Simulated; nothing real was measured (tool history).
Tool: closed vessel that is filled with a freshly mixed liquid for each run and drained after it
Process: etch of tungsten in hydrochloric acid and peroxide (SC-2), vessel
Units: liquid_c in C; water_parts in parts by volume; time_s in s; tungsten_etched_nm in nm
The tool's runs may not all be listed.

{"run": 1, "day": 0.0, "liquid_c": 62, "water_parts": 7, "time_s": 90, "tungsten_etched_nm": 59.307}
{"run": 2, "day": 0.092, "liquid_c": 61, "water_parts": 7, "time_s": 90, "tungsten_etched_nm": 55.527}
{"run": 3, "day": 0.312, "liquid_c": 61, "water_parts": 9.5, "time_s": 90, "tungsten_etched_nm": 43.445}
{"run": 4, "day": 0.462, "liquid_c": 54, "water_parts": 9.5, "time_s": 90, "tungsten_etched_nm": 27.782}
{"run": 5, "day": 0.808, "liquid_c": 54, "water_parts": 9.5, "time_s": 90, "tungsten_etched_nm": 28.465}
{"run": 6, "day": 1.042, "liquid_c": 56.5, "water_parts": 9.5, "time_s": 90, "tungsten_etched_nm": 32.835}
{"run": 7, "day": 1.379, "liquid_c": 56.5, "water_parts": 9.5, "time_s": 90, "tungsten_etched_nm": 32.834}

The next listed run, before its measurement:
{"run": 8, "day": 1.725, "liquid_c": 58.5, "water_parts": 9.5, "time_s": 90, "tungsten_etched_nm": "?"}

Run 8 gave tungsten_etched_nm 36.609 nm.
